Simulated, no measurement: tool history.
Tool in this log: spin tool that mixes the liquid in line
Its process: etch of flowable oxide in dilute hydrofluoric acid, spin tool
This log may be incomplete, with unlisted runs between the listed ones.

run,hour,temperature setpoint of the liquid (C),parts of water to one part of 49 % hydrofluoric acid (parts by volume),time under the liquid (s),thickness taken off the flowable oxide on a monitor wafer (Å)
1,0.0,26.0,105,55,261.92
2,5.1,28.0,95,55,314.66
3,12.9,28.0,95,55,313.56
4,20.5,29.5,85,55,378.88
5,22.7,29.5,115,55,269.28
6,27.0,29.5,130,55,233.90
7,32.9,30.5,115,55,279.37
8,36.0,31.5,100,55,337.21

Predict the results of run 9:
9,42.9,32.0,90,55,?

Logged for run 9: thickness taken off the flowable oxide on a monitor wafer (Å) 387.91.

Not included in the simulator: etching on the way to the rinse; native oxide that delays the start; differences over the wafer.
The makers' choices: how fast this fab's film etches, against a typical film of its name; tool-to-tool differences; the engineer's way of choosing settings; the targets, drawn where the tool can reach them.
